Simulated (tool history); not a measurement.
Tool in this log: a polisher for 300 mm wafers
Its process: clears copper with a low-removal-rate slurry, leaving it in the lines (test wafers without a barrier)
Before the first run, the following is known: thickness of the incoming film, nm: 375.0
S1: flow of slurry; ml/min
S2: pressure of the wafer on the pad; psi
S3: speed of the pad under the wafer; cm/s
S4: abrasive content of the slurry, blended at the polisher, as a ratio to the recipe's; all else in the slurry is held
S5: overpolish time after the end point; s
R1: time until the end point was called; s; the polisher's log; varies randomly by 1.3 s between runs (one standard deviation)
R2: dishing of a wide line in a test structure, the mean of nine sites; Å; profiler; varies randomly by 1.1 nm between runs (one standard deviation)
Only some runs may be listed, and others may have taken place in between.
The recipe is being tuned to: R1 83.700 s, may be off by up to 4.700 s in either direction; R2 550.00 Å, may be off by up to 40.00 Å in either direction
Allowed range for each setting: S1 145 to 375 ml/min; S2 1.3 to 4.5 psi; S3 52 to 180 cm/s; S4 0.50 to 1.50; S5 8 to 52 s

{"run": 1, "hour": 0.0, "S1": 240, "S2": 2.9, "S3": 116, "S4": 1.0, "S5": 26, "R1": 126.3, "R2": 518.09}
{"run": 2, "hour": 4.6, "S1": 240, "S2": 2.9, "S3": 126, "S4": 1.0, "S5": 26, "R1": 119.69, "R2": 531.29}
{"run": 3, "hour": 8.9, "S1": 240, "S2": 3.1, "S3": 128, "S4": 1.0, "S5": 24, "R1": 112.66, "R2": 535.76}
{"run": 4, "hour": 10.2, "S1": 240, "S2": 3.1, "S3": 128, "S4": 1.0, "S5": 16, "R1": 109.48, "R2": 397.65}
{"run": 5, "hour": 12.5, "S1": 240, "S2": 3.1, "S3": 144, "S4": 1.0, "S5": 16, "R1": 102.47, "R2": 443.97}
{"run": 6, "hour": 18.6, "S1": 240, "S2": 3.2, "S3": 144, "S4": 1.0, "S5": 16, "R1": 98.024, "R2": 449.21}
{"run": 7, "hour": 22.6, "S1": 240, "S2": 3.3, "S3": 144, "S4": 1.0, "S5": 16, "R1": 97.389, "R2": 428.57}
{"run": 8, "hour": 29.0, "S1": 240, "S2": 3.4, "S3": 146, "S4": 1.0, "S5": 17, "R1": 95.585, "R2": 476.44}
{"run": 9, "hour": 32.4, "S1": 240, "S2": 3.5, "S3": 148, "S4": 1.0, "S5": 17, "R1": 89.849, "R2": 504.75}
{"run": 10, "hour": 39.5, "S1": 240, "S2": 3.6, "S3": 148, "S4": 1.0, "S5": 17, "R1": 90.335, "R2": 497.91}
{"run": 11, "hour": 47.3, "S1": 240, "S2": 3.7, "S3": 148, "S4": 1.0, "S5": 17, "R1": 88.289, "R2": 500.65}

Which single option among these 4 for the next run brings every result within its allowed miss of target? Just one does.
{"run": "A", "hour": 55.1, "S1": 220, "S2": 4.0, "S3": 142, "S4": 1.2, "S5": 13, "R1": "?", "R2": "?"}
{"run": "B", "hour": 55.1, "S1": 205, "S2": 3.3, "S3": 144, "S4": 0.95, "S5": 15, "R1": "?", "R2": "?"}
{"run": "C", "hour": 55.1, "S1": 265, "S2": 3.6, "S3": 152, "S4": 1.1, "S5": 18, "R1": "?", "R2": "?"}
{"run": "D", "hour": 55.1, "S1": 265, "S2": 3.6, "S3": 118, "S4": 1.15, "S5": 26, "R1": "?", "R2": "?"}

move=A R1=82.172 R2=440.65
move=B R1=96.889 R2=429.23
move=C R1=82.104 R2=570.08
move=D R1=104.180 R2=628.94
A: lands further from the targets than the last run did
B: lands further from the targets than the last run did
C: all results in spec
D: carries the result that was furthest off beyond its target, to the other side
Move C is the one to make.
